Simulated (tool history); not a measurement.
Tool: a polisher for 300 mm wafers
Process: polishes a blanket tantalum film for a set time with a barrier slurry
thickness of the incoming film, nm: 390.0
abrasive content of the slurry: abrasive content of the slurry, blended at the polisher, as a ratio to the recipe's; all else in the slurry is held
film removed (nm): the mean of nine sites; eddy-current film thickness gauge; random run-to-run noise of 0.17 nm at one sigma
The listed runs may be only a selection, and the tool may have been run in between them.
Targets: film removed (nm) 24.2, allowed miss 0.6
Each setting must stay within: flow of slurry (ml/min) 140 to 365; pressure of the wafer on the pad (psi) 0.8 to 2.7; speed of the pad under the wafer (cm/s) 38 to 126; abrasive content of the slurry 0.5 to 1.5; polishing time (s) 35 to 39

run  hour  flow of slurry (ml/min)  pressure of the wafer on the pad (psi)  speed of the pad under the wafer (cm/s)  abrasive content of the slurry  polishing time (s)  film removed (nm)
  1     0                      235                                     1.7                                       82                               1                  39             41.234
  2   6.5                      230                                     1.4                                       82                               1                  39             34.073
  3  10.2                      230                                     1.4                                       82                             0.9                  39             32.031
  4  14.3                      225                                     1.3                                       82                             0.9                  39             29.939
  5  21.1                      215                                     1.2                                       82                             0.9                  39             27.484
  6  24.5                      200                                     1.2                                       82                             0.9                  39             27.241
  7  25.3                      185                                       1                                       82                             0.9                  39             22.501
  8  28.3                      195                                       1                                       82                             0.9                  39              23.04
  9  33.4                      205                                       1                                       82                             0.9                  39             22.941
 10    38                      205                                     1.1                                       82                             0.9                  39              25.46
     44.7  -- slurry blender recalibrated
 11  44.7                      195                                     1.1                                       82                             0.9                  39             29.551
 12  51.9                      260                                     1.1                                       82                             0.9                  39             30.604
 13  52.5                      235                                     1.1                                       82                             0.9                  39             30.062
 14  59.8                      195                                     0.8                                       80                             0.9                  39             21.364
 15  63.2                      210                                     0.8                                       80                             0.9                  39             21.597

Which single option among these 5 for the next run brings every result within its allowed miss of target? Just one does.
  A  66.6                      205                                     0.8                                       78                             0.8                  37                  ?
  B  66.6                      200                                       1                                       76                             0.7                  39                  ?
  C  66.6                      215                                     0.9                                       90                            0.95                  37                  ?
  D  66.6                      145                                     0.9                                       88                            1.05                  36                  ?
  E  66.6                      150                                     0.9                                       80                            0.95                  38                  ?

move  film removed (nm)
   A             18.863
   B             22.479
   C              26.02
   D             24.068
   E             22.544
A: misses by more than the last run did
B: nearer the targets than the last run, but a result is still out of spec
C: pushes the last run's worst result past its target
D: each result inside its tolerance
E: nearer the targets than the last run, but a result is still out of spec
Move D is the one to make.

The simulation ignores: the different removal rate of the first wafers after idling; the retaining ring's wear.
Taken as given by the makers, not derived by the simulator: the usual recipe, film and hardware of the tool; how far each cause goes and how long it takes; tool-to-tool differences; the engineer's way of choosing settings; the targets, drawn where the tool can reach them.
